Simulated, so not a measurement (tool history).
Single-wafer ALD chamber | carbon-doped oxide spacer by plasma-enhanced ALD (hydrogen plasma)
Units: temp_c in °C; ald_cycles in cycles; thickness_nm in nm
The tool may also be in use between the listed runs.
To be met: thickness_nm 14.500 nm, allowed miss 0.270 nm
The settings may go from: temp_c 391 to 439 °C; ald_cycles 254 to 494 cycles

run 1 hour=0.0 | temp_c=415 ald_cycles=374 | thickness_nm=18.367
run 2 hour=6.9 | temp_c=415 ald_cycles=345 | thickness_nm=16.845
run 3 hour=11.3 | temp_c=417 ald_cycles=338 | thickness_nm=16.415
run 4 hour=17.1 | temp_c=417 ald_cycles=365 | thickness_nm=17.782
run 5 hour=21.9 | temp_c=419 ald_cycles=354 | thickness_nm=17.165
run 6 hour=29.1 | temp_c=414 ald_cycles=354 | thickness_nm=17.445
run 7 hour=30.5 | temp_c=426 ald_cycles=294 | thickness_nm=13.860
run 8 hour=31.8 | temp_c=425 ald_cycles=295 | thickness_nm=14.049
run 9 hour=38.5 | temp_c=424 ald_cycles=296 | thickness_nm=14.108
run 10 hour=43.7 | temp_c=423 ald_cycles=297 | thickness_nm=14.137

Which of these 4 next moves meets every target?
run A hour=48.9 | temp_c=420 ald_cycles=289 | thickness_nm=?
run B hour=48.9 | temp_c=419 ald_cycles=285 | thickness_nm=?
run C hour=48.9 | temp_c=409 ald_cycles=272 | thickness_nm=?
run D hour=48.9 | temp_c=423 ald_cycles=303 | thickness_nm=?

move=A thickness_nm=13.941
move=B thickness_nm=13.798
move=C thickness_nm=13.647
move=D thickness_nm=14.457
A: further off than the last run
B: further off than the last run
C: further off than the last run
D: meets every target
The right move is D.
